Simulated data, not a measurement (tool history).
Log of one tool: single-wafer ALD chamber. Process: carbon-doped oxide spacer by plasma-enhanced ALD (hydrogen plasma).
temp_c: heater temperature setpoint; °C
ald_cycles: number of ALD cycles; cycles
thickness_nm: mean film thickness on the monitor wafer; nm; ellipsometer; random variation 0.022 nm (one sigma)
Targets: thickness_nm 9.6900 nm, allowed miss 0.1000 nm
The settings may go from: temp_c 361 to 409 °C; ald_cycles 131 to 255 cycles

{"run": 1, "hour": 0.0, "temp_c": 385, "ald_cycles": 193, "thickness_nm": 10.156}
{"run": 2, "hour": 1.1, "temp_c": 385, "ald_cycles": 190, "thickness_nm": 9.9995}
{"run": 3, "hour": 4.8, "temp_c": 385, "ald_cycles": 188, "thickness_nm": 9.8982}
{"run": 4, "hour": 12.8, "temp_c": 385, "ald_cycles": 168, "thickness_nm": 8.8678}
{"run": 5, "hour": 18.7, "temp_c": 385, "ald_cycles": 173, "thickness_nm": 9.0996}
{"run": 6, "hour": 23.9, "temp_c": 385, "ald_cycles": 148, "thickness_nm": 7.7639}
{"run": 7, "hour": 27.8, "temp_c": 385, "ald_cycles": 160, "thickness_nm": 8.4468}
{"run": 8, "hour": 31.7, "temp_c": 385, "ald_cycles": 168, "thickness_nm": 8.8506}
{"run": 9, "hour": 38.9, "temp_c": 385, "ald_cycles": 173, "thickness_nm": 9.0865}
{"run": 10, "hour": 40.5, "temp_c": 385, "ald_cycles": 177, "thickness_nm": 9.3373}
{"run": 11, "hour": 42.3, "temp_c": 385, "ald_cycles": 179, "thickness_nm": 9.4159}
{"run": 12, "hour": 48.9, "temp_c": 385, "ald_cycles": 186, "thickness_nm": 9.783}

Which of these 4 next moves meets every target?
{"run": "A", "hour": 55.5, "temp_c": 408, "ald_cycles": 194, "thickness_nm": "?"}
{"run": "B", "hour": 55.5, "temp_c": 383, "ald_cycles": 187, "thickness_nm": "?"}
{"run": "C", "hour": 55.5, "temp_c": 381, "ald_cycles": 184, "thickness_nm": "?"}
{"run": "D", "hour": 55.5, "temp_c": 388, "ald_cycles": 179, "thickness_nm": "?"}

move=A thickness_nm=9.8860
move=B thickness_nm=9.8612
move=C thickness_nm=9.7030
move=D thickness_nm=9.4394
A: further off than the last run
B: further off than the last run
C: meets every target
D: takes the result that was furthest off past its target
The right move is C.
